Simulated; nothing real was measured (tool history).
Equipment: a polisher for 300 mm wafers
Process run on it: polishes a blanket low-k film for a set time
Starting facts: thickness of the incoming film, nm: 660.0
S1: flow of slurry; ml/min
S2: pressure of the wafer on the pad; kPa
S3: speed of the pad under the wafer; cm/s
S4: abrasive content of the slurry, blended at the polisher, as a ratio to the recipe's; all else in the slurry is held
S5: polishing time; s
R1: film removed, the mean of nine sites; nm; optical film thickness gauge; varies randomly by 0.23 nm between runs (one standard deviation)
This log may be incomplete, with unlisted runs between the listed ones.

{"run": 1, "hour": 0.0, "S1": 295, "S2": 13.1, "S3": 122, "S4": 1.0, "S5": 45, "R1": 18.58}
{"run": 2, "hour": 1.0, "S1": 295, "S2": 15.2, "S3": 122, "S4": 1.0, "S5": 45, "R1": 21.075}
{"run": 3, "hour": 4.7, "S1": 295, "S2": 16.5, "S3": 122, "S4": 1.0, "S5": 45, "R1": 22.653}
{"run": 4, "hour": 6.7, "S1": 295, "S2": 16.5, "S3": 122, "S4": 0.9, "S5": 45, "R1": 21.467}
{"run": 5, "hour": 9.3, "S1": 295, "S2": 17.9, "S3": 124, "S4": 0.9, "S5": 45, "R1": 23.745}
{"run": 6, "hour": 15.1, "S1": 295, "S2": 15.2, "S3": 124, "S4": 0.9, "S5": 45, "R1": 20.231}
{"run": 7, "hour": 18.5, "S1": 295, "S2": 17.2, "S3": 126, "S4": 0.9, "S5": 45, "R1": 22.469}
{"run": 8, "hour": 21.5, "S1": 295, "S2": 18.6, "S3": 130, "S4": 0.9, "S5": 45, "R1": 25.383}

For run 9, what comes out?
{"run": 9, "hour": 29.6, "S1": 300, "S2": 20.7, "S3": 130, "S4": 0.9, "S5": 45, "R1": "?"}

{"run 9": {"R1": 27.636}}
